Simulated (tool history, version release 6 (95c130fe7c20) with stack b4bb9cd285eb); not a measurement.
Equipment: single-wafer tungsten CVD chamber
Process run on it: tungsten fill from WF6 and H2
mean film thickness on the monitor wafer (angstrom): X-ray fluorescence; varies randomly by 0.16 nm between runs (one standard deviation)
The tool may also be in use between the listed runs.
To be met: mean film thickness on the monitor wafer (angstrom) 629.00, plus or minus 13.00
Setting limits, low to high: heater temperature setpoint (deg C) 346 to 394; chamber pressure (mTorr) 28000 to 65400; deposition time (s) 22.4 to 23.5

run	day	heater temperature setpoint (deg C)	chamber pressure (mTorr)	deposition time (s)	mean film thickness on the monitor wafer (angstrom)
1	0.000	370	46700	23.5	436.58
2	0.221	364	46700	23.5	385.69
3	0.412	367	46800	23.5	410.74
4	0.488	369	46900	23.5	426.82
5	0.779	364	46900	23.5	384.34
6	1.012	373	46900	23.5	464.02
7	1.133	375	47000	23.5	484.86
8	1.417	376	47100	23.5	494.33
9	1.575	377	47200	23.5	506.02

Which of these 4 next moves meets every target?
A	1.733	385	48100	23.5	?
B	1.733	388	47400	23.5	?
C	1.733	386	57800	23.5	?
D	1.733	372	46600	22.7	?

move	mean film thickness on the monitor wafer (angstrom)
A	592.67
B	622.91
C	663.19
D	435.35
A: closes in on the targets versus the last run, not all within tolerance yet
B: in spec on every target
C: carries the result that was furthest off beyond its target, to the other side
D: further off than the last run
Move B is the one to make.
